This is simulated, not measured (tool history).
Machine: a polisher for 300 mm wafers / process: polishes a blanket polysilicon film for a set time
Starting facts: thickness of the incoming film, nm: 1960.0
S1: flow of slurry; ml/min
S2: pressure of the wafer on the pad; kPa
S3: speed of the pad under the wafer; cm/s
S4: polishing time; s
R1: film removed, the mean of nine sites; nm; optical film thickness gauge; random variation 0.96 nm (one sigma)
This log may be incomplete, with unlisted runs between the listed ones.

Run 1, hour 0.0: S1 215 ml/min, S2 20.7 kPa, S3 106 cm/s, S4 45 s. Result: R1 435.08 nm.
Run 2, hour 3.5: S1 205 ml/min, S2 19.3 kPa, S3 98 cm/s, S4 44 s. Result: R1 371.27 nm.
Run 3, hour 9.7: S1 195 ml/min, S2 17.9 kPa, S3 90 cm/s, S4 43 s. Result: R1 307.66 nm.
Run 4, hour 17.6: S1 190 ml/min, S2 16.5 kPa, S3 84 cm/s, S4 43 s. Result: R1 268.69 nm.
Run 5, hour 20.1: S1 190 ml/min, S2 12.4 kPa, S3 84 cm/s, S4 43 s. Result: R1 204.52 nm.
Run 6, hour 25.9: S1 210 ml/min, S2 12.4 kPa, S3 84 cm/s, S4 43 s. Result: R1 205.81 nm.
Run 7, hour 28.8: S1 210 ml/min, S2 11.7 kPa, S3 80 cm/s, S4 43 s. Result: R1 187.07 nm.

Run 8 comes next. What will it give?
Run 8, hour 31.2: S1 210 ml/min, S2 11.7 kPa, S3 76 cm/s, S4 43 s. Result: R1 ?.

R1: 177.39 nm

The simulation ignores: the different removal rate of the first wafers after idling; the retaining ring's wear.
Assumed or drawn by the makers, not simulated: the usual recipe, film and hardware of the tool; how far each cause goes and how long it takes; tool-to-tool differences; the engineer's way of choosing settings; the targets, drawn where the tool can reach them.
